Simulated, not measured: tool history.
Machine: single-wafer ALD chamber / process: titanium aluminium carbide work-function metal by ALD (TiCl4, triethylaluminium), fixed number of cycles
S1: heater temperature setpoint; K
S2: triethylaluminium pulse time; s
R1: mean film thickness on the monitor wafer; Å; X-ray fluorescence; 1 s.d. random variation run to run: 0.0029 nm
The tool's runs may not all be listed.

run 1 hour=0 | S1=583.15 S2=9.62 | R1=19.232
run 2 hour=6.6 | S1=578.15 S2=8.22 | R1=17.708
run 3 hour=11.6 | S1=585.15 S2=8.22 | R1=18.259
run 4 hour=13.7 | S1=579.15 S2=7.14 | R1=16.233
-- hour=18.6 triethylaluminium bottle replaced
run 5 hour=18.6 | S1=579.15 S2=9.47 | R1=19.777
run 6 hour=22.4 | S1=579.15 S2=7.63 | R1=18.485
run 7 hour=24.3 | S1=585.15 S2=6.68 | R1=17.62
run 8 hour=25.8 | S1=597.15 S2=3.6 | R1=4.0465
run 9 hour=34.3 | S1=591.15 S2=3.61 | R1=4.0701
run 10 hour=36.4 | S1=584.15 S2=4.04 | R1=7.3748
run 11 hour=43.4 | S1=581.15 S2=4.04 | R1=7.2533
run 12 hour=44.6 | S1=593.15 S2=7.12 | R1=18.743
run 13 hour=48.1 | S1=588.15 S2=7.11 | R1=18.425
run 14 hour=51.5 | S1=583.15 S2=7.1 | R1=18.072
run 15 hour=59.7 | S1=587.15 S2=6.83 | R1=17.947
run 16 hour=61.7 | S1=582.15 S2=6.82 | R1=17.595

Run 17 has not been measured yet. What should we expect?
run 17 hour=63.4 | S1=570.15 S2=3.74 | R1=?

For run 17 the tool returned R1 4.7834 Å.
